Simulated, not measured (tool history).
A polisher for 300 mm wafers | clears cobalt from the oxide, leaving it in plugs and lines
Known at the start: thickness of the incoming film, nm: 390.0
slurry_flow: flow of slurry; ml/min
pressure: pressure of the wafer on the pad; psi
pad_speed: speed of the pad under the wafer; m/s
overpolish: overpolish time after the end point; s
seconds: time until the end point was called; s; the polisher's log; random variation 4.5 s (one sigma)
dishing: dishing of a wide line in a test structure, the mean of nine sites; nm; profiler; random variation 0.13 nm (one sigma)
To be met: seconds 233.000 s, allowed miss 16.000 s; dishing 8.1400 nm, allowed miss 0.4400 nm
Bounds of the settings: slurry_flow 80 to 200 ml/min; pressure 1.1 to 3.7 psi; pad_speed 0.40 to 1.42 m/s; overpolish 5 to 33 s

run	hour	slurry_flow	pressure	pad_speed	overpolish	seconds	dishing
1	0.0	130	2.4	0.90	17	84.471	32.6870
2	7.4	105	2.4	0.90	17	88.019	33.0210
3	12.2	135	2.0	0.74	13	120.830	25.8040
4	16.8	135	2.0	0.74	9	118.270	21.5040
5	24.4	155	1.7	0.64	8	157.390	17.1720
6	31.8	145	1.7	0.64	8	151.720	16.6160
7	35.3	125	1.5	0.56	7	195.860	12.5820
8	38.5	110	1.4	0.56	6	206.570	10.3710
9	40.5	100	1.3	0.56	6	217.680	10.0650
10	42.3	80	1.1	0.54	5	262.550	7.1846

Which of these 4 next moves meets every target?
A	44.1	80	1.2	0.60	5	?	?
B	44.1	80	1.1	0.52	5	?	?
C	44.1	110	1.1	0.40	5	?	?
D	44.1	80	1.5	0.42	6	?	?

move	seconds	dishing
A	233.240	8.4209
B	282.930	7.0907
C	343.990	5.9380
D	280.510	8.4116
A: meets every target
B: further off than the last run
C: further off than the last run
D: brings the result that was furthest off to its target, and leaves another outside
Answer: A
